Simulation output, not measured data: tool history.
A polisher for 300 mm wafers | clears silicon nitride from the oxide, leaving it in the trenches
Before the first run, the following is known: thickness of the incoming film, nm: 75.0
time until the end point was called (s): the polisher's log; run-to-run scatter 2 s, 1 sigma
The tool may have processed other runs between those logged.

run	hour	flow of slurry (ml/min)	pressure of the wafer on the pad (psi)	speed of the pad under the wafer (cm/s)	overpolish time after the end point (s)	time until the end point was called (s)
1	0	290	2.6	116	35	91.497
2	2.4	290	2.4	114	35	100
3	8.8	290	2.4	140	35	79.195
4	10.4	290	2.1	140	35	86.568
5	16.1	290	1.8	136	35	97.676
6	17.9	290	1.8	136	35	96.969
7	18.8	290	1.6	132	35	105.56

What does the tool deliver on the next run?
8	22.7	290	1.5	130	35	?

time until the end point was called (s): 111.61
